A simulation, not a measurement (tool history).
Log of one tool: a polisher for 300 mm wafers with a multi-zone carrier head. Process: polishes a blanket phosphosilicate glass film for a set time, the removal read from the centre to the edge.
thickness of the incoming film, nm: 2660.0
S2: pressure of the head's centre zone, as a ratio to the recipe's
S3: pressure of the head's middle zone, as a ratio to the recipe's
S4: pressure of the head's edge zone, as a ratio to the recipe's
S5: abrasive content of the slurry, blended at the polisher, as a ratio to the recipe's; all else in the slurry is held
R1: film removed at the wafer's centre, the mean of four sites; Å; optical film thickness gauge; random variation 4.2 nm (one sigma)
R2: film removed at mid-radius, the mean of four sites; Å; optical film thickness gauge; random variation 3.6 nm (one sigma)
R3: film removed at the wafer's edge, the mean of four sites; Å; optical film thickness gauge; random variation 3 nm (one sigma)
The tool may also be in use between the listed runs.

Run 1, hour 0: flow of slurry (ml/min) 170, S2 1, S3 1, S4 1, S5 1, polishing time (s) 54. Result: R1 3899.3 Å, R2 3971.3 Å, R3 4077.9 Å.
Run 2, hour 7.9: flow of slurry (ml/min) 160, S2 0.99, S3 0.97, S4 1, S5 1, polishing time (s) 54. Result: R1 3967.5 Å, R2 3857 Å, R3 4077 Å.
Run 3, hour 13.9: flow of slurry (ml/min) 160, S2 1.03, S3 0.97, S4 1, S5 1, polishing time (s) 54. Result: R1 4157 Å, R2 3869.5 Å, R3 4000.3 Å.
Run 4, hour 16.2: flow of slurry (ml/min) 155, S2 1, S3 0.95, S4 1, S5 1, polishing time (s) 54. Result: R1 3991 Å, R2 3738.6 Å, R3 3980.7 Å.
Run 5, hour 20.8: flow of slurry (ml/min) 155, S2 1, S3 0.95, S4 1, S5 0.9, polishing time (s) 54. Result: R1 3777.9 Å, R2 3582.9 Å, R3 3892 Å.
Run 6, hour 28.1: flow of slurry (ml/min) 125, S2 1, S3 0.95, S4 1, S5 0.9, polishing time (s) 54. Result: R1 3701.2 Å, R2 3548.3 Å, R3 3760.3 Å.
Run 7, hour 32.5: flow of slurry (ml/min) 125, S2 0.99, S3 0.93, S4 1.01, S5 0.9, polishing time (s) 54. Result: R1 3683.7 Å, R2 3471.8 Å, R3 3820.5 Å.

The next listed run, before its measurement:
Run 8, hour 38.6: flow of slurry (ml/min) 125, S2 0.98, S3 0.92, S4 1.02, S5 0.9, polishing time (s) 54. Result: R1 ?, R2 ?, R3 ?.

Run 8 gave R1 3588.3 Å, R2 3469.1 Å, R3 3837.1 Å.
